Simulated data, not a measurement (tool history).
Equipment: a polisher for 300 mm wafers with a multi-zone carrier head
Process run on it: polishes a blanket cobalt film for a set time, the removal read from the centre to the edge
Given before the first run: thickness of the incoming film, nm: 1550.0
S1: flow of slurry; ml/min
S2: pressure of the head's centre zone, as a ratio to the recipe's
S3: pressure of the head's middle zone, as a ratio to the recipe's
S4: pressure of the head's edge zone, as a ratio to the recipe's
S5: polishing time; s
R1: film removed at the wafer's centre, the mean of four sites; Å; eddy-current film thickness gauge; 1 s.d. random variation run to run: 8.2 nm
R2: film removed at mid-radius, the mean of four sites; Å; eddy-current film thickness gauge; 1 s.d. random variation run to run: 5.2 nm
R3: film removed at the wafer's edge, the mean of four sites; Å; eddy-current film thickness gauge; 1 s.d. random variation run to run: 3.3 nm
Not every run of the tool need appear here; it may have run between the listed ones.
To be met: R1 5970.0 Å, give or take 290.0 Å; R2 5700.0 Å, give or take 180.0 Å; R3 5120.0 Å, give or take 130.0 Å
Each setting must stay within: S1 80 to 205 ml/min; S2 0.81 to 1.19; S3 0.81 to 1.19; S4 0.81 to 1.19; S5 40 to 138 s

{"run": 1, "hour": 0.0, "S1": 135, "S2": 1.0, "S3": 1.0, "S4": 1.0, "S5": 88, "R1": 3612.7, "R2": 3366.9, "R3": 3425.5}
{"run": 2, "hour": 8.2, "S1": 135, "S2": 1.0, "S3": 1.0, "S4": 1.0, "S5": 72, "R1": 2925.5, "R2": 2749.1, "R3": 2843.6}
{"run": 3, "hour": 16.8, "S1": 110, "S2": 1.0, "S3": 1.0, "S4": 1.0, "S5": 72, "R1": 2666.9, "R2": 2638.2, "R3": 2726.9}
{"run": 4, "hour": 22.7, "S1": 110, "S2": 1.06, "S3": 1.0, "S4": 1.0, "S5": 72, "R1": 2816.6, "R2": 2662.1, "R3": 2708.2}
{"run": 5, "hour": 26.2, "S1": 130, "S2": 1.06, "S3": 1.05, "S4": 1.03, "S5": 83, "R1": 3537.0, "R2": 3304.5, "R3": 3269.8}
{"run": 6, "hour": 29.9, "S1": 145, "S2": 1.06, "S3": 1.05, "S4": 1.03, "S5": 83, "R1": 3701.4, "R2": 3412.0, "R3": 3344.8}
{"run": 7, "hour": 37.2, "S1": 155, "S2": 1.06, "S3": 1.09, "S4": 1.06, "S5": 90, "R1": 3933.9, "R2": 3897.3, "R3": 3696.0}
{"run": 8, "hour": 38.5, "S1": 165, "S2": 1.09, "S3": 1.11, "S4": 1.08, "S5": 96, "R1": 4363.7, "R2": 4276.3, "R3": 4037.1}
{"run": 9, "hour": 40.8, "S1": 175, "S2": 1.11, "S3": 1.13, "S4": 1.09, "S5": 101, "R1": 4834.6, "R2": 4590.6, "R3": 4282.4}
{"run": 10, "hour": 47.3, "S1": 175, "S2": 1.11, "S3": 1.13, "S4": 1.09, "S5": 101, "R1": 4693.9, "R2": 4573.4, "R3": 4298.9}
{"run": 11, "hour": 52.8, "S1": 180, "S2": 1.13, "S3": 1.15, "S4": 1.09, "S5": 105, "R1": 5166.2, "R2": 4834.7, "R3": 4449.8}
{"run": 12, "hour": 61.1, "S1": 185, "S2": 1.13, "S3": 1.16, "S4": 1.1, "S5": 108, "R1": 5342.6, "R2": 5060.5, "R3": 4597.9}
{"run": 13, "hour": 62.2, "S1": 190, "S2": 1.13, "S3": 1.17, "S4": 1.11, "S5": 110, "R1": 5310.1, "R2": 5155.9, "R3": 4729.1}
{"run": 14, "hour": 64.0, "S1": 190, "S2": 1.14, "S3": 1.18, "S4": 1.11, "S5": 112, "R1": 5384.0, "R2": 5318.7, "R3": 4842.1}
{"run": 15, "hour": 66.1, "S1": 195, "S2": 1.15, "S3": 1.18, "S4": 1.11, "S5": 113, "R1": 5634.1, "R2": 5413.7, "R3": 4878.1}
{"run": 16, "hour": 73.8, "S1": 195, "S2": 1.15, "S3": 1.18, "S4": 1.11, "S5": 114, "R1": 5522.5, "R2": 5492.9, "R3": 4908.7}
{"run": 17, "hour": 75.0, "S1": 195, "S2": 1.16, "S3": 1.17, "S4": 1.11, "S5": 115, "R1": 5716.5, "R2": 5397.0, "R3": 4982.7}

Exercise: of the 5 proposed moves below, exactly one satisfies all targets within the stated allowed misses. Which move is it?
{"run": "A", "hour": 76.2, "S1": 195, "S2": 1.19, "S3": 1.07, "S4": 1.15, "S5": 108, "R1": "?", "R2": "?", "R3": "?"}
{"run": "B", "hour": 76.2, "S1": 200, "S2": 1.16, "S3": 1.19, "S4": 1.12, "S5": 117, "R1": "?", "R2": "?", "R3": "?"}
{"run": "C", "hour": 76.2, "S1": 205, "S2": 1.19, "S3": 1.03, "S4": 1.1, "S5": 124, "R1": "?", "R2": "?", "R3": "?"}
{"run": "D", "hour": 76.2, "S1": 200, "S2": 1.09, "S3": 1.14, "S4": 1.19, "S5": 113, "R1": "?", "R2": "?", "R3": "?"}
{"run": "E", "hour": 76.2, "S1": 180, "S2": 1.04, "S3": 1.19, "S4": 1.07, "S5": 121, "R1": "?", "R2": "?", "R3": "?"}

move=A R1=5575.3 R2=4797.2 R3=4787.5
move=B R1=5916.6 R2=5696.9 R3=5123.2
move=C R1=6452.9 R2=5379.5 R3=5405.7
move=D R1=5365.4 R2=5310.8 R3=5109.0
move=E R1=5380.7 R2=5799.0 R3=5114.6
A: its largest miss is bigger than the last run's
B: each result inside its tolerance
C: its largest miss is bigger than the last run's
D: its largest miss is bigger than the last run's
E: the furthest-off result lands on target, but another misses its tolerance
Correct choice: B, which meets every target
